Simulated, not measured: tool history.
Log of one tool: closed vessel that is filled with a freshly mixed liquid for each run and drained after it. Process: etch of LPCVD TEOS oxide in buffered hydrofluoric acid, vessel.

run  hour  temperature setpoint of the liquid (°C)  parts of 40 % ammonium fluoride to one part of 49 % hydrofluoric acid (parts by volume)  time in the liquid (s)  thickness taken off the LPCVD TEOS oxide on a monitor wafer (Å)
  1     0                                       22                                                                                       13                      95                                                           1426.8
  2   8.9                                     19.5                                                                                       13                      95                                                           1252.3
  3  10.9                                     20.5                                                                                       13                      95                                                           1306.1
  4  18.7                                     20.5                                                                                     14.5                      95                                                           1207.7
  5  22.2                                       22                                                                                     14.5                      95                                                           1282.7
  6    29                                       23                                                                                     14.5                      95                                                           1394.4

Forecast run 7:
  7  34.8                                       24                                                                                     14.5                      95                                                                ?

thickness taken off the LPCVD TEOS oxide on a monitor wafer (Å): 1434.1
